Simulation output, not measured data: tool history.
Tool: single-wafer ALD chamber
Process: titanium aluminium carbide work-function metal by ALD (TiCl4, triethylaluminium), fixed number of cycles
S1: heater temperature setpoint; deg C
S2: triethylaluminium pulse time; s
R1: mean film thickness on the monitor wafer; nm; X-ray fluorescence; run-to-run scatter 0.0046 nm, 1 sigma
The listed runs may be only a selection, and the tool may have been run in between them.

run	hour	S1	S2	R1
1	0.0	305	9.28	2.1626
2	7.6	305	11.54	2.2240
3	16.0	303	11.37	2.1969
4	22.5	301	11.24	2.1754
5	25.3	312	11.24	2.2792
6	32.4	316	11.24	2.3248
7	35.0	313	11.02	2.2877
8	39.4	310	10.82	2.2671
9	43.2	308	10.64	2.2312

Forecast run 10:
10	46.2	306	10.47	?

{"run 10": {"R1": 2.2094}}

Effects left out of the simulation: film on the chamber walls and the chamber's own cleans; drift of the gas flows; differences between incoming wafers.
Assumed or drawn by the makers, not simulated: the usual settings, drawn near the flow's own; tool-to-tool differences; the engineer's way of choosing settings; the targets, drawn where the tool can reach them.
